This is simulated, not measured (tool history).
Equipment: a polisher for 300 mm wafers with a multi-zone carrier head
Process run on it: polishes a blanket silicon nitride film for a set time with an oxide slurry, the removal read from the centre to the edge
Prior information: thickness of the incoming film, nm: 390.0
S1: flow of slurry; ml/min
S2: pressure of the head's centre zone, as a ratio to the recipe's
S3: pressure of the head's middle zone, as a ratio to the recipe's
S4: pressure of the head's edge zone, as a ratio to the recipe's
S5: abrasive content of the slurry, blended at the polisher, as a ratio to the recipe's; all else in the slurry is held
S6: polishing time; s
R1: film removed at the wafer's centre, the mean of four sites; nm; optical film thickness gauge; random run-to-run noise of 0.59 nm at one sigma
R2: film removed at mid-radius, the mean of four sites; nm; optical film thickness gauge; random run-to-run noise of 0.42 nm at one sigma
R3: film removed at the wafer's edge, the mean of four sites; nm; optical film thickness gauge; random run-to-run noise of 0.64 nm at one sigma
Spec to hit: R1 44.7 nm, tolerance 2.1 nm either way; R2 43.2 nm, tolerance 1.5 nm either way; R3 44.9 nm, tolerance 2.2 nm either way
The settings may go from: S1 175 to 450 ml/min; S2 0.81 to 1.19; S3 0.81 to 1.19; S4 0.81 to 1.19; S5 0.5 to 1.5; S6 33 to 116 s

run	hour	S1	S2	S3	S4	S5	S6	R1	R2	R3
1	0	290	1	1	1	1	74	66.135	67.521	66.773
2	6	290	0.99	0.98	0.98	0.9	72	61.149	62.612	60.987
3	11.2	330	0.99	0.98	0.98	0.9	72	62.67	62.412	62.924
4	11.9	385	0.99	0.98	0.98	0.9	72	63.899	63.202	61.301
5	17.8	385	0.98	0.96	0.97	0.8	70	57.656	56.546	55.18
6	25	385	0.98	1	0.97	0.8	70	56.701	57.636	56.35
7	31.1	385	0.97	0.98	0.97	0.75	69	52.417	55.017	52.932
8	36.2	355	1	0.88	0.98	0.55	67	41.379	37.299	40.684

Consider the 5 candidate settings below. Which is the only one whose results all fall within their allowed miss of target?
A	41.3	365	0.98	0.9	0.95	0.55	84	?	?	?
B	41.3	330	0.81	0.91	1.08	0.6	75	?	?	?
C	41.3	350	0.97	0.91	0.96	0.55	75	?	?	?
D	41.3	315	0.85	0.95	1.1	0.6	72	?	?	?
E	41.3	335	0.9	0.81	1.11	0.65	69	?	?	?

move	R1	R2	R3
A	51.844	48.011	50.381
B	42.585	46.181	51.192
C	45.734	43.096	45.073
D	42.209	45.693	49.402
E	45.295	41.284	51
A: pushes the last run's worst result past its target
B: pushes the last run's worst result past its target
C: every result lands within tolerance
D: pushes the last run's worst result past its target
E: better than the last run, though not everything is in spec
Answer: C
